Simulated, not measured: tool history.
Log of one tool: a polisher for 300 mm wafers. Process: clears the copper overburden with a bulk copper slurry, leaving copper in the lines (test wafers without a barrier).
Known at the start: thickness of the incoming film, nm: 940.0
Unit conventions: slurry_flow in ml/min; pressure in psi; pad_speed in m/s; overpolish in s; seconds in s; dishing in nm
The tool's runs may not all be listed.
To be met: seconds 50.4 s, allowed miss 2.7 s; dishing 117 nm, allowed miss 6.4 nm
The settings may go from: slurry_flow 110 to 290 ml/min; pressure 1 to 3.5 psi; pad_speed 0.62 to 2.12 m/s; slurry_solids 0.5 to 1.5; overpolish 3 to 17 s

run,hour,slurry_flow,pressure,pad_speed,slurry_solids,overpolish,seconds,dishing
1,0,185,2.2,1.36,1,9,88.14,62.354
2,2.6,185,2.2,1.36,1,12,88.093,71.945
3,4.2,185,2.4,1.36,1,12,83.539,77.095
4,5.2,185,2.6,1.38,1,12,75.103,83.172
5,9.8,185,2.6,1.2,1,12,85.494,79.435
6,10.9,185,2.8,1.24,1,12,79.14,81.967
7,16.3,185,2.9,1.3,1,12,71.271,86.508
8,18.5,185,3,1.32,1,12,70.456,88.543
9,19.7,185,3.1,1.36,1,12,66.391,94.29
10,27.4,185,3.2,1.4,1,12,60.845,98.814
11,36.3,185,3.3,1.42,1,12,58.207,101.15
12,44.9,185,3.3,1.44,1,12,57.268,100.92
13,46.3,185,3.3,1.46,1,12,55.826,102.08
14,50.9,190,3.4,1.48,1,13,54.366,110.17

Exercise: of the 4 proposed moves below, exactly one satisfies all targets within the stated allowed misses. Which move is it?
A,55.5,170,3.3,1.48,1,12,?,?
B,55.5,110,3.4,1.66,1.05,12,?,?
C,55.5,145,3.4,1.58,1.35,14,?,?
D,55.5,160,3.2,1.52,1.15,13,?,?

move,seconds,dishing
A,57.501,101.13
B,54.55,104.5
C,50.504,116.98
D,56.519,105.94
A: misses by more than the last run did
B: misses by more than the last run did
C: hits every target within its allowed miss
D: misses by more than the last run did
The right move is C.
